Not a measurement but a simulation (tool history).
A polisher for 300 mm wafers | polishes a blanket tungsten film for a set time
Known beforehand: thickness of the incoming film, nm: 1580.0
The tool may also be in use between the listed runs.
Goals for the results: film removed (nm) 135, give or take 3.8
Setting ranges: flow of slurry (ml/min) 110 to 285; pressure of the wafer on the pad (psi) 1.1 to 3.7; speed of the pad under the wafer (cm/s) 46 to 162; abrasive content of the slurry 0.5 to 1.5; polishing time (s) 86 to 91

run  hour  flow of slurry (ml/min)  pressure of the wafer on the pad (psi)  speed of the pad under the wafer (cm/s)  abrasive content of the slurry  polishing time (s)  film removed (nm)
  1     0                      180                                     2.4                                      104                               1                  86             243.03
  2   8.4                      180                                     2.4                                      104                               1                  86             237.64
  3  14.6                      155                                     2.4                                      104                               1                  86             230.85
  4  17.6                      155                                     2.4                                      104                               1                  91             246.98
  5  21.3                      200                                     2.4                                      104                               1                  91             260.03
  6  24.6                      190                                       2                                      102                               1                  91             224.45
  7  32.4                      175                                     1.8                                       98                               1                  91             204.17
  8  35.7                      165                                     1.6                                       92                               1                  91             180.47
  9  37.6                      160                                     1.5                                       88                               1                  91             164.34

Consider the 5 candidate settings below. Which is the only one whose results all fall within their allowed miss of target?
  A  39.5                      160                                     1.2                                       84                             1.1                  86                  ?
  B  39.5                      165                                     1.5                                       80                            0.95                  89                  ?
  C  39.5                      175                                     1.8                                       98                               1                  91                  ?
  D  39.5                      210                                     2.3                                       74                             0.5                  86                  ?
  E  39.5                      150                                     2.2                                      102                               1                  91                  ?

move  film removed (nm)
   A             136.49
   B             145.13
   C             202.27
   D             148.14
   E             228.57
A: hits every target within its allowed miss
B: nearer the targets than the last run, but a result is still out of spec
C: lands further from the targets than the last run did
D: nearer the targets than the last run, but a result is still out of spec
E: lands further from the targets than the last run did
Go with A: it meets all targets.
